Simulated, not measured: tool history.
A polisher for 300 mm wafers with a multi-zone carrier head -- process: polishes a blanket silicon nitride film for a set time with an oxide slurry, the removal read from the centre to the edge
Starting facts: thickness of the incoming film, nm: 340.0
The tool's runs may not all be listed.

run    day  flow of slurry (ml/min)  pressure of the head's centre zone  pressure of the head's middle zone  pressure of the head's edge zone  abrasive content of the slurry  polishing time (s)  film removed at the wafer's centre (angstrom)  film removed at mid-radius (angstrom)  film removed at the wafer's edge (angstrom)
  1  0.000                      275                                1.00                                1.00                              1.00                            1.00                  75                                         665.20                                 635.33                                       644.72
  2  0.308                      275                                1.00                                1.08                              1.00                            1.00                  75                                         661.43                                 702.63                                       631.44
  3  0.650                      275                                0.97                                1.09                              1.03                            1.10                  76                                         707.39                                 770.86                                       703.07
  4  0.954                      275                                0.97                                1.17                              1.03                            1.10                  76                                         690.29                                 812.29                                       674.16
  5  1.150                      275                                0.93                                1.17                              1.03                            1.10                  76                                         671.60                                 795.12                                       702.25
  6  1.512                      275                                0.92                                1.18                              1.05                            1.15                  76                                         682.02                                 847.35                                       727.15
  7  1.679                      280                                0.92                                1.17                              1.07                            1.15                  76                                         677.99                                 821.60                                       724.84

The next listed run, before its measurement:
  8  1.738                      280                                0.91                                1.17                              1.07                            1.20                  76                                              ?                                      ?                                            ?

Run 8 produced film removed at the wafer's centre (angstrom) 683.80, film removed at mid-radius (angstrom) 854.38, film removed at the wafer's edge (angstrom) 736.54.
